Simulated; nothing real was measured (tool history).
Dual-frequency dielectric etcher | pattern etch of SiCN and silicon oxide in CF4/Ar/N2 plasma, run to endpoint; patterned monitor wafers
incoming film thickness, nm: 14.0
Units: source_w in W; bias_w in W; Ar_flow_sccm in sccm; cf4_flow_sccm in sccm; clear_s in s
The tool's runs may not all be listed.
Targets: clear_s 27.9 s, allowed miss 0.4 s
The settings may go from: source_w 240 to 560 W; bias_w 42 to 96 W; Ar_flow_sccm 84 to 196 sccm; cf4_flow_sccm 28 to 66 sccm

run	hour	source_w	bias_w	Ar_flow_sccm	cf4_flow_sccm	clear_s
1	0	400	69	140	47	17.698
2	6.6	400	69	140	39	18.296
3	8.8	380	68	141	39	19.577
4	17.8	380	68	131	39	19.177
5	22.1	360	67	131	39	20.542
6	29.8	360	67	145	39	20.765
7	34.1	350	67	145	39	21.214
8	42.5	350	67	145	39	21.564
9	48.5	350	67	145	39	21.434
10	56.1	340	67	145	39	22.212
11	64.7	330	67	145	39	22.874
12	66.1	320	67	145	39	23.633
13	73.5	310	67	145	39	24.257
14	78	300	67	145	39	25.197
15	80.6	250	67	145	39	31.133
16	84.9	270	67	145	39	28.682
17	93.2	280	67	145	39	27.326
18	100.3	270	67	145	39	28.37

4 next moves are on the table. One of them brings every result within its allowed miss. Which?
A	107.4	280	74	137	34	?
B	107.4	280	64	159	40	?
C	107.4	270	67	161	39	?
D	107.4	280	71	147	37	?

move	clear_s
A	26.621
B	27.934
C	28.748
D	26.899
A: takes the result that was furthest off past its target
B: meets every target
C: further off than the last run
D: takes the result that was furthest off past its target
The right move is B.

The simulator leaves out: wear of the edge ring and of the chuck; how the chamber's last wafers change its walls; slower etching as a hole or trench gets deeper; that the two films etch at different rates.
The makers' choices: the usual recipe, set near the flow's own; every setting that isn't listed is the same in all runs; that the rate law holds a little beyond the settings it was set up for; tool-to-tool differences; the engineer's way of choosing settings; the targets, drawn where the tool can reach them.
